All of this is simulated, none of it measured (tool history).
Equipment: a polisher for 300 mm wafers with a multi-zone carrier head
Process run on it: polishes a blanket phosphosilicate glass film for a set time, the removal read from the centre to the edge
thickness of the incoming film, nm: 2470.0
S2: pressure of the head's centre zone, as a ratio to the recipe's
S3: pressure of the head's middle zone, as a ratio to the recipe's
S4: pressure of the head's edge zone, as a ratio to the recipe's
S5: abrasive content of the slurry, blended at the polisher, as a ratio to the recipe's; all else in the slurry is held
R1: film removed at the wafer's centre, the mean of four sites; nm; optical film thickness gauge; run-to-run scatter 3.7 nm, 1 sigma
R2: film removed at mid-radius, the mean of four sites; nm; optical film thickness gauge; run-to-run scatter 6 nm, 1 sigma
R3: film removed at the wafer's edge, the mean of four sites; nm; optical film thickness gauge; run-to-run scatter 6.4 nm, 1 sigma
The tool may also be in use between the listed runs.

run 1 day=0 | flow_of_slurry_(ml/min)=210 S2=1 S3=1 S4=1 S5=1 polishing_time_(s)=77 | R1=657.66 R2=653.82 R3=703.58
run 2 day=0.329 | flow_of_slurry_(ml/min)=200 S2=1 S3=0.98 S4=0.96 S5=0.95 polishing_time_(s)=77 | R1=635.69 R2=610.41 R3=666.3
run 3 day=0.675 | flow_of_slurry_(ml/min)=200 S2=1 S3=0.98 S4=0.92 S5=0.95 polishing_time_(s)=77 | R1=643.65 R2=620.12 R3=655.16
run 4 day=0.971 | flow_of_slurry_(ml/min)=200 S2=1 S3=0.98 S4=0.92 S5=1.15 polishing_time_(s)=77 | R1=714.8 R2=693.52 R3=743.04
run 5 day=1.175 | flow_of_slurry_(ml/min)=200 S2=1 S3=0.98 S4=0.92 S5=1.15 polishing_time_(s)=91 | R1=844.65 R2=837.99 R3=878
run 6 day=1.442 | flow_of_slurry_(ml/min)=240 S2=1 S3=0.98 S4=0.92 S5=1.15 polishing_time_(s)=91 | R1=868.71 R2=835.37 R3=879.32
run 7 day=1.796 | flow_of_slurry_(ml/min)=260 S2=0.98 S3=0.97 S4=0.9 S5=0.95 polishing_time_(s)=91 | R1=750.3 R2=728.8 R3=760

The next listed run, before its measurement:
run 8 day=2.129 | flow_of_slurry_(ml/min)=265 S2=0.97 S3=0.95 S4=0.88 S5=0.85 polishing_time_(s)=91 | R1=? R2=? R3=?

Run 8 measured R1 688.89 nm, R2 669.89 nm, R3 696 nm.

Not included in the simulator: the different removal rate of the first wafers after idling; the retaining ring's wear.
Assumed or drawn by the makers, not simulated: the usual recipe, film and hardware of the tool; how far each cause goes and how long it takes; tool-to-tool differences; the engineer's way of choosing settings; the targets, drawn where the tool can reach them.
